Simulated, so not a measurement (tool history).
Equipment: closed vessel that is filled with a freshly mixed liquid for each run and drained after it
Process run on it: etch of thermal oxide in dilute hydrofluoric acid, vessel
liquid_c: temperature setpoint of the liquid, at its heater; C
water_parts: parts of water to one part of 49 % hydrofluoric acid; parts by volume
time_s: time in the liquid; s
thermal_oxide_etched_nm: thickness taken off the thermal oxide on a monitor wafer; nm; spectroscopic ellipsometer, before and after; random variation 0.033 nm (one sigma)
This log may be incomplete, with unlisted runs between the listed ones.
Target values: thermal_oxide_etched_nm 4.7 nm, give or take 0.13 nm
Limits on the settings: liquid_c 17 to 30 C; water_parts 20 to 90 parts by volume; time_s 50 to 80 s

run	hour	liquid_c	water_parts	time_s	thermal_oxide_etched_nm
1	0	22	50	80	7.0506
2	3.5	18.5	50	80	6.0472
3	5.8	20.5	50	80	6.5816
4	9.7	19.5	50	80	6.3992
5	14	19.5	50	50	3.9924
6	16.6	19.5	50	50	3.9986
7	19.6	20	50	50	4.0666
8	21.4	21	50	50	4.2353
9	24.8	22	50	50	4.4417

Which of these 5 next moves meets every target?
A	28.2	18.5	45	60	?
B	28.2	21	60	60	?
C	28.2	26	65	60	?
D	28.2	21	50	60	?
E	28.2	23.5	65	60	?

move	thermal_oxide_etched_nm
A	5.1132
B	4.1892
C	4.7144
D	5.0889
E	4.2613
A: takes the result that was furthest off past its target
B: its largest miss is bigger than the last run's
C: all results in spec
D: takes the result that was furthest off past its target
E: its largest miss is bigger than the last run's
Move C is the one to make.

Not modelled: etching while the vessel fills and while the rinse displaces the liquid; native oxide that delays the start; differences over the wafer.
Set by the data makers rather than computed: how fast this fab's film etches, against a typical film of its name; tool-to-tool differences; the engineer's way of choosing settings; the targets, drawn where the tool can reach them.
